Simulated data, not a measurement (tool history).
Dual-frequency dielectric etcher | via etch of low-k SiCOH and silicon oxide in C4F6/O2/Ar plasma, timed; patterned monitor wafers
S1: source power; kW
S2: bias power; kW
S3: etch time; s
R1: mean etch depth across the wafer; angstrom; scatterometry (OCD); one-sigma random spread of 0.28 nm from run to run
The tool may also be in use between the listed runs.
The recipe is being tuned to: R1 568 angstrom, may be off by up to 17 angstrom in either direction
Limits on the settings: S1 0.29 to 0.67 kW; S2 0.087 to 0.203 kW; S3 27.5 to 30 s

run	hour	S1	S2	S3	R1
1	0	0.48	0.145	30	704.61
2	5.9	0.48	0.16	30	723.09
3	13.6	0.48	0.147	30	705.44
4	15.3	0.48	0.157	30	723.18
5	22.5	0.43	0.157	30	668.89
6	25.4	0.41	0.155	30	651.71
7	32.8	0.39	0.154	30	618.08
8	35.6	0.38	0.153	30	611.73
9	41.5	0.37	0.152	30	603.52
10	46.7	0.31	0.144	29.5	494.49
11	48.7	0.32	0.144	29.5	512.39
12	56.1	0.33	0.144	29.5	525.87

Which single option among these 4 for the next run brings every result within its allowed miss of target? Just one does.
A	63.5	0.36	0.176	30	?
B	63.5	0.3	0.178	29.5	?
C	63.5	0.33	0.124	28.5	?
D	63.5	0.36	0.132	30	?

move	R1
A	610.97
B	515.56
C	488.65
D	562.3
A: carries the result that was furthest off beyond its target, to the other side
B: misses by more than the last run did
C: misses by more than the last run did
D: all results land within tolerance of their targets
Go with D: it meets all targets.
